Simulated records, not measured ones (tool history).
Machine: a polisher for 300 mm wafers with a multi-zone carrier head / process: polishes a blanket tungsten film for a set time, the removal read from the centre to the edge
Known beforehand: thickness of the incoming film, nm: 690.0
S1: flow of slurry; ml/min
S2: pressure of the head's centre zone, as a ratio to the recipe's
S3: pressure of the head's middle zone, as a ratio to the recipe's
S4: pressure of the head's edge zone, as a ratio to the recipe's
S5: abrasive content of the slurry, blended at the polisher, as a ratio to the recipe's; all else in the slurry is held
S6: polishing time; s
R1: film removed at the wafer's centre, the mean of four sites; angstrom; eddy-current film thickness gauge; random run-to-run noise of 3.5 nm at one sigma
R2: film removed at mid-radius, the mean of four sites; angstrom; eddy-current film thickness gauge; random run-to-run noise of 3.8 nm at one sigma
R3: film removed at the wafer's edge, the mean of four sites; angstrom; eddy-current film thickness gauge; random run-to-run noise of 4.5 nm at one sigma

Run 1, day 0.000: S1 320 ml/min, S2 1.00, S3 1.00, S4 1.00, S5 1.00, S6 55 s. Result: R1 2472.3 angstrom, R2 2466.1 angstrom, R3 2456.0 angstrom.
Run 2, day 0.288: S1 320 ml/min, S2 1.02, S3 1.01, S4 1.02, S5 1.10, S6 56 s. Result: R1 2592.5 angstrom, R2 2577.1 angstrom, R3 2579.4 angstrom.
Run 3, day 0.558: S1 320 ml/min, S2 1.02, S3 1.01, S4 1.02, S5 1.00, S6 56 s. Result: R1 2618.8 angstrom, R2 2565.3 angstrom, R3 2529.1 angstrom.
Run 4, day 0.800: S1 320 ml/min, S2 1.02, S3 1.01, S4 1.02, S5 1.00, S6 65 s. Result: R1 3037.7 angstrom, R2 2886.0 angstrom, R3 2952.1 angstrom.
Run 5, day 1.054: S1 255 ml/min, S2 1.02, S3 1.01, S4 1.02, S5 1.00, S6 65 s. Result: R1 2911.7 angstrom, R2 2854.8 angstrom, R3 2886.9 angstrom.
Run 6, day 1.112: S1 270 ml/min, S2 1.03, S3 1.02, S4 1.03, S5 1.05, S6 65 s. Result: R1 2987.3 angstrom, R2 2954.7 angstrom, R3 2980.4 angstrom.
Run 7, day 1.288: S1 285 ml/min, S2 1.04, S3 1.03, S4 1.03, S5 1.05, S6 65 s. Result: R1 3040.4 angstrom, R2 2943.6 angstrom, R3 2978.5 angstrom.
Run 8, day 1.421: S1 295 ml/min, S2 1.05, S3 1.05, S4 1.03, S5 1.05, S6 65 s. Result: R1 3102.4 angstrom, R2 3063.1 angstrom, R3 3018.2 angstrom.
Run 9, day 1.758: S1 305 ml/min, S2 1.06, S3 1.06, S4 1.03, S5 1.05, S6 65 s. Result: R1 3154.0 angstrom, R2 3034.2 angstrom, R3 2952.9 angstrom.
Run 10, day 1.821: S1 315 ml/min, S2 1.07, S3 1.07, S4 1.04, S5 1.10, S6 65 s. Result: R1 3237.7 angstrom, R2 3206.7 angstrom, R3 3060.2 angstrom.

Estimate the outcome of run 11 from the log above:
Run 11, day 2.079: S1 325 ml/min, S2 1.08, S3 1.07, S4 1.05, S5 1.10, S6 65 s. Result: R1 ?, R2 ?, R3 ?.

R1: 3270.6 angstrom
R2: 3133.9 angstrom
R3: 3134.4 angstrom
